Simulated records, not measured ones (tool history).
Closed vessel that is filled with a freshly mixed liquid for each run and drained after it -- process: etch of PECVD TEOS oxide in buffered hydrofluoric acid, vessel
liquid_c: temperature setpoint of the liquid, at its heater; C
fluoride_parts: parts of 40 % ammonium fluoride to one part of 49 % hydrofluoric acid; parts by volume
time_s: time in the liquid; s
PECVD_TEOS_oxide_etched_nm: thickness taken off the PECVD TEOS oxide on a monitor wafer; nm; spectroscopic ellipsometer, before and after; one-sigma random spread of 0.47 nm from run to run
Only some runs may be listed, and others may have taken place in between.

run 1 day=0 | liquid_c=25 fluoride_parts=11.5 time_s=30 | PECVD_TEOS_oxide_etched_nm=66.852
run 2 day=0.346 | liquid_c=27 fluoride_parts=10.5 time_s=30 | PECVD_TEOS_oxide_etched_nm=81.461
run 3 day=0.571 | liquid_c=28.5 fluoride_parts=10 time_s=30 | PECVD_TEOS_oxide_etched_nm=91.771
run 4 day=0.862 | liquid_c=28.5 fluoride_parts=13 time_s=30 | PECVD_TEOS_oxide_etched_nm=71.51
run 5 day=1.017 | liquid_c=28.5 fluoride_parts=10 time_s=30 | PECVD_TEOS_oxide_etched_nm=92.675
-- day=1.342 thermometer replaced
run 6 day=1.342 | liquid_c=29.5 fluoride_parts=9.5 time_s=30 | PECVD_TEOS_oxide_etched_nm=111.52
run 7 day=1.638 | liquid_c=30 fluoride_parts=9.5 time_s=30 | PECVD_TEOS_oxide_etched_nm=114.08
run 8 day=1.704 | liquid_c=30.5 fluoride_parts=9.5 time_s=30 | PECVD_TEOS_oxide_etched_nm=117.58

Estimate the outcome of run 9 from the log above:
run 9 day=1.908 | liquid_c=31 fluoride_parts=9.5 time_s=30 | PECVD_TEOS_oxide_etched_nm=?

PECVD_TEOS_oxide_etched_nm: 120.56 nm

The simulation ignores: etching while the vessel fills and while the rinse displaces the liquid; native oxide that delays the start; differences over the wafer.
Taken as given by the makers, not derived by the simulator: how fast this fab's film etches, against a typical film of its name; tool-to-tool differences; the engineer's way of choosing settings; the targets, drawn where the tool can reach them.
